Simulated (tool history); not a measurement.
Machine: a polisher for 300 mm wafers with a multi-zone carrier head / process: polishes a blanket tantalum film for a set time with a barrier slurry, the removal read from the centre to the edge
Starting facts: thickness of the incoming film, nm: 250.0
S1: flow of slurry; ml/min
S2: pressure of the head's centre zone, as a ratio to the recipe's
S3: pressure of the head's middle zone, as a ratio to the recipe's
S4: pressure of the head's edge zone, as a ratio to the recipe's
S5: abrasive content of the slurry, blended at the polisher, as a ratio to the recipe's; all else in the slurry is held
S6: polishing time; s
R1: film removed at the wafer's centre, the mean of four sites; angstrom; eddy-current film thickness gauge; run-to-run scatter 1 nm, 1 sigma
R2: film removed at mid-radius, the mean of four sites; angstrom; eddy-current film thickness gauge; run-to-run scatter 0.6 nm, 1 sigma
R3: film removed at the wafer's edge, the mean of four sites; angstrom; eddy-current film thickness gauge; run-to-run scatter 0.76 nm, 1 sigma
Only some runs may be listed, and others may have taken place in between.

run,hour,S1,S2,S3,S4,S5,S6,R1,R2,R3
1,0,285,1,1,1,1,49,851.4,823.7,834.07
2,5,285,1,1,1,0.8,49,802.42,799.19,805.03
3,13.8,280,0.99,0.98,1.02,0.8,49,795.69,775.44,815.87
4,14.9,220,0.99,0.98,1.02,0.8,49,769.69,757.35,782.65
5,23.6,220,0.99,0.98,1.02,0.8,42,651.11,637.6,670.29
6,29.6,220,1.02,0.98,1.02,0.8,42,692.35,650.15,672.84
7,32.3,245,0.93,0.93,1.12,1.05,44,685.65,691.19,800.03
8,36.5,260,0.93,0.93,1.13,1.05,44,693.68,702.67,799.2
9,39.3,260,0.93,0.93,1.13,1.05,44,714.63,698.24,806.42
10,43.9,260,0.93,0.93,1.13,1.05,44,706.4,691,802.25
# hour 52.4: worn pad replaced by a new one
11,52.4,300,0.9,0.93,1.19,1.25,44,777.88,790.13,923.02
12,58.8,290,0.9,0.93,1.19,1.25,44,776.9,783.72,922.33

What will run 13 give?
13,65.8,280,0.9,0.93,1.19,1.25,44,?,?,?

R1: 772.67 angstrom
R2: 785.15 angstrom
R3: 923.72 angstrom

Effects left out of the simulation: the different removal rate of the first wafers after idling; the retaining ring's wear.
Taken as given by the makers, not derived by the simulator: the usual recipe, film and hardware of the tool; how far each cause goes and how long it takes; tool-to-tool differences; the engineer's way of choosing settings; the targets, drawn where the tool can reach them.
